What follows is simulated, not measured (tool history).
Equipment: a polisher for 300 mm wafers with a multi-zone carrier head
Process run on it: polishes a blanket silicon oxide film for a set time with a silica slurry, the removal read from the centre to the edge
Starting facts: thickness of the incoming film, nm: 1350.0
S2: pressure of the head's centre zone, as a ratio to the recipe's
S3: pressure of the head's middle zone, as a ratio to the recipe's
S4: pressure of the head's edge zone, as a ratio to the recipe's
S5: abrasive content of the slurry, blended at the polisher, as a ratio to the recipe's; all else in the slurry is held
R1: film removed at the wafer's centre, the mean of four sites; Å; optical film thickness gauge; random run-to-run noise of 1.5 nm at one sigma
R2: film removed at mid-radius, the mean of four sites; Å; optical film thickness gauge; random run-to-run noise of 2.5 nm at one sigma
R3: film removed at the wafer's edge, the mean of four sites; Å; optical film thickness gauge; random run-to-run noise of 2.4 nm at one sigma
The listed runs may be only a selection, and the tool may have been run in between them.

{"run": 1, "day": 0.0, "flow of slurry (ml/min)": 140, "S2": 1, "S3": 1, "S4": 1, "S5": 1, "polishing time (s)": 83, "R1": 3314.8, "R2": 3238.2, "R3": 3200.5}
{"run": 2, "day": 0.283, "flow of slurry (ml/min)": 160, "S2": 1, "S3": 1, "S4": 1, "S5": 1, "polishing time (s)": 83, "R1": 3391.9, "R2": 3349.8, "R3": 3293.9}
{"run": 3, "day": 0.554, "flow of slurry (ml/min)": 160, "S2": 1, "S3": 1, "S4": 1, "S5": 1, "polishing time (s)": 69, "R1": 2870.4, "R2": 2864.8, "R3": 2779.8}
{"run": 4, "day": 0.688, "flow of slurry (ml/min)": 160, "S2": 1, "S3": 0.93, "S4": 1, "S5": 1, "polishing time (s)": 69, "R1": 2831.4, "R2": 2686.4, "R3": 2680}
{"run": 5, "day": 0.846, "flow of slurry (ml/min)": 160, "S2": 1.08, "S3": 0.93, "S4": 1, "S5": 1, "polishing time (s)": 69, "R1": 3049.1, "R2": 2623.8, "R3": 2746.7}
{"run": 6, "day": 1.054, "flow of slurry (ml/min)": 160, "S2": 1, "S3": 0.93, "S4": 1, "S5": 1, "polishing time (s)": 69, "R1": 2818.7, "R2": 2673.5, "R3": 2761.7}
{"run": 7, "day": 1.375, "flow of slurry (ml/min)": 150, "S2": 1.02, "S3": 0.95, "S4": 0.95, "S5": 0.85, "polishing time (s)": 66, "R1": 2472.3, "R2": 2303.9, "R3": 2320.2}
{"run": 8, "day": 1.396, "flow of slurry (ml/min)": 150, "S2": 1.05, "S3": 0.99, "S4": 0.91, "S5": 0.75, "polishing time (s)": 65, "R1": 2294.3, "R2": 2161.9, "R3": 2060.5}
{"run": 9, "day": 1.742, "flow of slurry (ml/min)": 140, "S2": 1.07, "S3": 1.01, "S4": 0.88, "S5": 0.7, "polishing time (s)": 65, "R1": 2163, "R2": 2059.6, "R3": 1923.9}

Estimate the outcome of run 10 from the log above:
{"run": 10, "day": 2.104, "flow of slurry (ml/min)": 135, "S2": 1.1, "S3": 1.02, "S4": 0.86, "S5": 0.7, "polishing time (s)": 65, "R1": "?", "R2": "?", "R3": "?"}

{"run 10": {"R1": 2201.9, "R2": 2051.3, "R3": 1843.4}}
